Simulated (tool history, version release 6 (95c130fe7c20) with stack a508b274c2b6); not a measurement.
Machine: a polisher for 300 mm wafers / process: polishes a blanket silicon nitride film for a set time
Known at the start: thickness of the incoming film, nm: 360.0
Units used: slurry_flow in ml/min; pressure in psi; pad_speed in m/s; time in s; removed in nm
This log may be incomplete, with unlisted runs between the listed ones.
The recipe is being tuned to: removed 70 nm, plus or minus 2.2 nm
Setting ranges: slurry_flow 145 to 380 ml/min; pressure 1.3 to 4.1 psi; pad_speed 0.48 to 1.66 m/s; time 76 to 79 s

Run 1, hour 0: slurry_flow 245 ml/min, pressure 2.7 psi, pad_speed 1.06 m/s, time 76 s. Result: removed 121.24 nm.
Run 2, hour 5.9: slurry_flow 290 ml/min, pressure 2.7 psi, pad_speed 1.06 m/s, time 76 s. Result: removed 123.96 nm.
Run 3, hour 11.6: slurry_flow 320 ml/min, pressure 2.7 psi, pad_speed 1.06 m/s, time 76 s. Result: removed 125.44 nm.
Run 4, hour 13.9: slurry_flow 320 ml/min, pressure 2.4 psi, pad_speed 1.04 m/s, time 76 s. Result: removed 107.29 nm.
Run 5, hour 21.3: slurry_flow 320 ml/min, pressure 2.2 psi, pad_speed 1.04 m/s, time 76 s. Result: removed 100.36 nm.
Run 6, hour 26.2: slurry_flow 320 ml/min, pressure 2.2 psi, pad_speed 1.04 m/s, time 76 s. Result: removed 98.428 nm.
Run 7, hour 33.9: slurry_flow 320 ml/min, pressure 2.1 psi, pad_speed 1.04 m/s, time 76 s. Result: removed 95.295 nm.
Run 8, hour 40.2: slurry_flow 320 ml/min, pressure 2 psi, pad_speed 1.04 m/s, time 76 s. Result: removed 91.073 nm.
Run 9, hour 41.5: slurry_flow 320 ml/min, pressure 1.9 psi, pad_speed 1.04 m/s, time 76 s. Result: removed 87.282 nm.
Run 10, hour 44.7: slurry_flow 320 ml/min, pressure 1.8 psi, pad_speed 1.04 m/s, time 76 s. Result: removed 81.083 nm.
Run 11, hour 48.3: slurry_flow 310 ml/min, pressure 1.8 psi, pad_speed 1.04 m/s, time 76 s. Result: removed 81.759 nm.
Run 12, hour 55.9: slurry_flow 305 ml/min, pressure 1.7 psi, pad_speed 1.04 m/s, time 76 s. Result: removed 79.168 nm.
Run 13, hour 62.3: slurry_flow 305 ml/min, pressure 1.6 psi, pad_speed 1.04 m/s, time 76 s. Result: removed 74.146 nm.
Run 14, hour 70: slurry_flow 305 ml/min, pressure 1.6 psi, pad_speed 1.04 m/s, time 76 s. Result: removed 72.752 nm.
Run 15, hour 72.6: slurry_flow 300 ml/min, pressure 1.6 psi, pad_speed 1.04 m/s, time 76 s. Result: removed 71.752 nm.
Run 16, hour 78.7: slurry_flow 295 ml/min, pressure 1.6 psi, pad_speed 1.04 m/s, time 76 s. Result: removed 73.103 nm.
Run 17, hour 86.1: slurry_flow 290 ml/min, pressure 1.6 psi, pad_speed 1.04 m/s, time 76 s. Result: removed 73.552 nm.
Run 18, hour 93.2: slurry_flow 285 ml/min, pressure 1.6 psi, pad_speed 1.04 m/s, time 76 s. Result: removed 72.837 nm.

Consider the 4 candidate settings below. Which is the only one whose results all fall within their allowed miss of target?
Run A, hour 100.3: slurry_flow 250 ml/min, pressure 1.5 psi, pad_speed 1.2 m/s, time 77 s. Result: removed ?.
Run B, hour 100.3: slurry_flow 310 ml/min, pressure 1.7 psi, pad_speed 1.04 m/s, time 76 s. Result: removed ?.
Run C, hour 100.3: slurry_flow 280 ml/min, pressure 1.4 psi, pad_speed 1.14 m/s, time 78 s. Result: removed ?.
Run D, hour 100.3: slurry_flow 290 ml/min, pressure 1.7 psi, pad_speed 1 m/s, time 79 s. Result: removed ?.

move  removed
   A   77.074
   B   77.754
   C    70.87
   D   77.924
A: further off than the last run
B: further off than the last run
C: every result lands within tolerance
D: further off than the last run
C meets every target.
